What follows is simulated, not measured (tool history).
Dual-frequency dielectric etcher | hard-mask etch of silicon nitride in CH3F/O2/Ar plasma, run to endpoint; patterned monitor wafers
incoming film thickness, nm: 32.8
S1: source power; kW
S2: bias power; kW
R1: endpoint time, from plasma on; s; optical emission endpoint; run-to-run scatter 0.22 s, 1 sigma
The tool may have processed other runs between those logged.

Run 1, hour 0.0: S1 0.380 kW, S2 0.093 kW. Result: R1 41.176 s.
Run 2, hour 9.0: S1 0.340 kW, S2 0.093 kW. Result: R1 42.362 s.
Run 3, hour 15.5: S1 0.360 kW, S2 0.094 kW. Result: R1 41.924 s.
Run 4, hour 23.0: S1 0.360 kW, S2 0.108 kW. Result: R1 39.684 s.
Run 5, hour 24.6: S1 0.330 kW, S2 0.108 kW. Result: R1 40.824 s.
Run 6, hour 29.3: S1 0.340 kW, S2 0.109 kW. Result: R1 39.587 s.
Run 7, hour 36.0: S1 0.350 kW, S2 0.110 kW. Result: R1 39.108 s.

Forecast run 8:
Run 8, hour 41.5: S1 0.430 kW, S2 0.115 kW. Result: R1 ?.

R1: 36.705 s

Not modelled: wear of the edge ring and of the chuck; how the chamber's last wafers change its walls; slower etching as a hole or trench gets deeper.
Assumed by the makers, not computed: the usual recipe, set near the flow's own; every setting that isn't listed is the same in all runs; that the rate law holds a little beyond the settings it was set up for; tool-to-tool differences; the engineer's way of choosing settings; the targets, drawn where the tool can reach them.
